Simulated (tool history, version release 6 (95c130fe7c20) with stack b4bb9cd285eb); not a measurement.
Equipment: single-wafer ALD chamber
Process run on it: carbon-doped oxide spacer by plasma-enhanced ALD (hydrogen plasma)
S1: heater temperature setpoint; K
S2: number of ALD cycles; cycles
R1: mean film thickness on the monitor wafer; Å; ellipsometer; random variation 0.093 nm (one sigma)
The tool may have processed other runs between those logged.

run 1 hour=0.0 | S1=668.15 S2=336 | R1=162.75
run 2 hour=7.6 | S1=668.15 S2=355 | R1=172.67
run 3 hour=10.6 | S1=660.15 S2=355 | R1=172.55
run 4 hour=17.5 | S1=656.15 S2=355 | R1=172.34
run 5 hour=21.8 | S1=656.15 S2=368 | R1=179.36
run 6 hour=27.3 | S1=661.15 S2=368 | R1=179.89
run 7 hour=28.7 | S1=661.15 S2=377 | R1=181.85
run 8 hour=34.4 | S1=661.15 S2=387 | R1=188.49

Run 9 is up next; what results do you expect?
run 9 hour=37.0 | S1=661.15 S2=387 | R1=?

{"run 9": {"R1": 188.02}}
